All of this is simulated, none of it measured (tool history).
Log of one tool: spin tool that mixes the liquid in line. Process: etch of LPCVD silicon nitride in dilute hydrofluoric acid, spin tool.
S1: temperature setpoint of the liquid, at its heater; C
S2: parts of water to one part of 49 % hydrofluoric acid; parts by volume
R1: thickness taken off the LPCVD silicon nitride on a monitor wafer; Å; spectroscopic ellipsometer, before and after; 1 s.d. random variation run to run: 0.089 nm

run 1 day=0 | S1=23 S2=45 time_under_the_liquid_(s)=320 | R1=32.757
run 2 day=0.096 | S1=24 S2=45 time_under_the_liquid_(s)=320 | R1=34.972
run 3 day=0.15 | S1=25 S2=45 time_under_the_liquid_(s)=320 | R1=37.016
run 4 day=0.279 | S1=26 S2=45 time_under_the_liquid_(s)=320 | R1=38.427
run 5 day=0.446 | S1=27 S2=45 time_under_the_liquid_(s)=320 | R1=42.277
run 6 day=0.658 | S1=24.5 S2=45 time_under_the_liquid_(s)=320 | R1=34.988
run 7 day=0.767 | S1=25.5 S2=45 time_under_the_liquid_(s)=320 | R1=38.063
run 8 day=0.833 | S1=26.5 S2=45 time_under_the_liquid_(s)=320 | R1=40.623

What will run 9 give?
run 9 day=0.983 | S1=27 S2=45 time_under_the_liquid_(s)=320 | R1=?

Run 9 produced R1 43.459 Å.
